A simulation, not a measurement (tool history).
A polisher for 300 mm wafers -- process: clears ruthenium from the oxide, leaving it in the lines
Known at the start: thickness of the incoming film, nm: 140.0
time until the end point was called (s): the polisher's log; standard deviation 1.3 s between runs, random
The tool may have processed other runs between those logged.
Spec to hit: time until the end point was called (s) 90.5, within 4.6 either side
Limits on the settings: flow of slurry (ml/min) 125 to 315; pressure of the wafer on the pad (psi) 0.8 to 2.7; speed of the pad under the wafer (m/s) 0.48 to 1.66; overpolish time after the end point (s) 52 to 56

| run | day | flow of slurry (ml/min) | pressure of the wafer on the pad (psi) | speed of the pad under the wafer (m/s) | overpolish time after the end point (s) | time until the end point was called (s) |
|---|---|---|---|---|---|---|
| 1 | 0 | 205 | 1.7 | 1.06 | 52 | 127.35 |
| 2 | 0.342 | 205 | 1.7 | 0.96 | 52 | 137.67 |
| 3 | 0.417 | 205 | 1.8 | 0.96 | 52 | 134.19 |
| 4 | 0.696 | 205 | 1.9 | 0.96 | 52 | 128.29 |
|  | 0.933 | head pressure recalibrated |
| 5 | 0.933 | 205 | 1.5 | 0.96 | 52 | 136.65 |
| 6 | 0.967 | 210 | 1.6 | 1.06 | 52 | 121.13 |
| 7 | 1.279 | 220 | 1.7 | 1.08 | 52 | 109.58 |
| 8 | 1.596 | 230 | 2 | 1.1 | 52 | 93.327 |

5 candidate next runs follow, results not yet known. Just one meets every target within its allowed miss. Identify it.
| A | 1.912 | 270 | 2 | 1.02 | 53 | ? |
| B | 1.912 | 190 | 2.3 | 0.98 | 56 | ? |
| C | 1.912 | 205 | 1.7 | 1.38 | 53 | ? |
| D | 1.912 | 225 | 1.9 | 1.12 | 52 | ? |
| E | 1.912 | 225 | 2 | 1.08 | 52 | ? |

| move | time until the end point was called (s) |
|---|---|
| A | 100.3 |
| B | 96.925 |
| C | 88.273 |
| D | 97.584 |
| E | 96.893 |
A: misses by more than the last run did
B: misses by more than the last run did
C: each result inside its tolerance
D: misses by more than the last run did
E: misses by more than the last run did
So the answer is move C, the one that meets all the targets.
